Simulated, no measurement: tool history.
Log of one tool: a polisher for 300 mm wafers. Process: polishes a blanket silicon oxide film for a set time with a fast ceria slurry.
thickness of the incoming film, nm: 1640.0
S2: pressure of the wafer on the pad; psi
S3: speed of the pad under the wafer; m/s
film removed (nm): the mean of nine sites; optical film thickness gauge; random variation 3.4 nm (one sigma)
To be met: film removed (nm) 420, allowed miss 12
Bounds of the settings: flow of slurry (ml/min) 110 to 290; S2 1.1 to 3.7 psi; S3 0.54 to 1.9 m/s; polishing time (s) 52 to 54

Run 1, hour 0: flow of slurry (ml/min) 185, S2 2.4 psi, S3 1.22 m/s, polishing time (s) 52. Result: film removed (nm) 831.01.
Run 2, hour 7.6: flow of slurry (ml/min) 185, S2 1.8 psi, S3 1.22 m/s, polishing time (s) 52. Result: film removed (nm) 629.65.
Run 3, hour 12.3: flow of slurry (ml/min) 185, S2 1.8 psi, S3 1.36 m/s, polishing time (s) 52. Result: film removed (nm) 689.04.
Run 4, hour 18.5: flow of slurry (ml/min) 150, S2 1.8 psi, S3 1.36 m/s, polishing time (s) 52. Result: film removed (nm) 687.93.
Run 5, hour 26.3: flow of slurry (ml/min) 150, S2 1.6 psi, S3 1.3 m/s, polishing time (s) 52. Result: film removed (nm) 572.15.
Run 6, hour 31.6: flow of slurry (ml/min) 145, S2 1.4 psi, S3 1.3 m/s, polishing time (s) 52. Result: film removed (nm) 499.36.
Run 7, hour 38.5: flow of slurry (ml/min) 140, S2 1.3 psi, S3 1.3 m/s, polishing time (s) 52. Result: film removed (nm) 464.8.
Run 8, hour 47: flow of slurry (ml/min) 120, S2 1.1 psi, S3 1.3 m/s, polishing time (s) 52. Result: film removed (nm) 387.93.
Run 9, hour 51.9: flow of slurry (ml/min) 130, S2 1.1 psi, S3 1.3 m/s, polishing time (s) 52. Result: film removed (nm) 385.44.
Run 10, hour 56.7: flow of slurry (ml/min) 130, S2 1.1 psi, S3 1.3 m/s, polishing time (s) 52. Result: film removed (nm) 394.
Run 11, hour 59.8: flow of slurry (ml/min) 140, S2 1.1 psi, S3 1.3 m/s, polishing time (s) 52. Result: film removed (nm) 395.06.

4 next moves are on the table. One of them brings every result within its allowed miss. Which?
Run A, hour 62.9: flow of slurry (ml/min) 110, S2 1.5 psi, S3 1.02 m/s, polishing time (s) 54. Result: film removed (nm) ?.
Run B, hour 62.9: flow of slurry (ml/min) 115, S2 1.3 psi, S3 0.96 m/s, polishing time (s) 54. Result: film removed (nm) ?.
Run C, hour 62.9: flow of slurry (ml/min) 130, S2 1.1 psi, S3 1.22 m/s, polishing time (s) 53. Result: film removed (nm) ?.
Run D, hour 62.9: flow of slurry (ml/min) 190, S2 1.3 psi, S3 0.98 m/s, polishing time (s) 54. Result: film removed (nm) ?.

move  film removed (nm)
   A             412.77
   B             343.86
   C             374.33
   D             387.14
A: meets every target
B: further off than the last run
C: further off than the last run
D: further off than the last run
Answer: A
